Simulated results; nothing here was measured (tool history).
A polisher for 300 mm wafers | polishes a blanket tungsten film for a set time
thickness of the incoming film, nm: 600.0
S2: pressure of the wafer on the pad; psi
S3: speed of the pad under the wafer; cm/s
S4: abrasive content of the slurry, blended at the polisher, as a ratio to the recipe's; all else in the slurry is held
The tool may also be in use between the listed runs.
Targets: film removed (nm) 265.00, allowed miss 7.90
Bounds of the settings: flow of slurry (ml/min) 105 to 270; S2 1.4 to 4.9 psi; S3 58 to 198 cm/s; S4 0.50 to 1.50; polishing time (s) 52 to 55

run 1 day=0.000 | flow_of_slurry_(ml/min)=175 S2=3.1 S3=128 S4=1.00 polishing_time_(s)=52 | film_removed_(nm)=206.59
run 2 day=0.317 | flow_of_slurry_(ml/min)=180 S2=3.3 S3=128 S4=1.00 polishing_time_(s)=52 | film_removed_(nm)=220.38
run 3 day=0.525 | flow_of_slurry_(ml/min)=180 S2=2.9 S3=128 S4=1.00 polishing_time_(s)=52 | film_removed_(nm)=194.99
run 4 day=0.696 | flow_of_slurry_(ml/min)=185 S2=3.2 S3=128 S4=1.00 polishing_time_(s)=52 | film_removed_(nm)=215.15
run 5 day=1.033 | flow_of_slurry_(ml/min)=190 S2=3.4 S3=128 S4=1.00 polishing_time_(s)=52 | film_removed_(nm)=229.46
run 6 day=1.229 | flow_of_slurry_(ml/min)=195 S2=3.5 S3=128 S4=1.00 polishing_time_(s)=52 | film_removed_(nm)=235.49
run 7 day=1.400 | flow_of_slurry_(ml/min)=195 S2=3.6 S3=128 S4=1.00 polishing_time_(s)=52 | film_removed_(nm)=246.83
run 8 day=1.608 | flow_of_slurry_(ml/min)=200 S2=3.7 S3=128 S4=1.00 polishing_time_(s)=52 | film_removed_(nm)=250.47

5 next moves are on the table. One of them brings every result within its allowed miss. Which?
run A day=1.817 | flow_of_slurry_(ml/min)=205 S2=3.0 S3=166 S4=0.90 polishing_time_(s)=52 | film_removed_(nm)=?
run B day=1.817 | flow_of_slurry_(ml/min)=170 S2=3.7 S3=138 S4=1.00 polishing_time_(s)=53 | film_removed_(nm)=?
run C day=1.817 | flow_of_slurry_(ml/min)=220 S2=3.4 S3=130 S4=1.15 polishing_time_(s)=52 | film_removed_(nm)=?
run D day=1.817 | flow_of_slurry_(ml/min)=170 S2=4.3 S3=100 S4=1.00 polishing_time_(s)=53 | film_removed_(nm)=?
run E day=1.817 | flow_of_slurry_(ml/min)=200 S2=3.3 S3=144 S4=0.90 polishing_time_(s)=54 | film_removed_(nm)=?

move=A film_removed_(nm)=238.68
move=B film_removed_(nm)=261.85
move=C film_removed_(nm)=245.03
move=D film_removed_(nm)=246.11
move=E film_removed_(nm)=245.00
A: further off than the last run
B: meets every target
C: further off than the last run
D: further off than the last run
E: further off than the last run
Move B is the one to make.

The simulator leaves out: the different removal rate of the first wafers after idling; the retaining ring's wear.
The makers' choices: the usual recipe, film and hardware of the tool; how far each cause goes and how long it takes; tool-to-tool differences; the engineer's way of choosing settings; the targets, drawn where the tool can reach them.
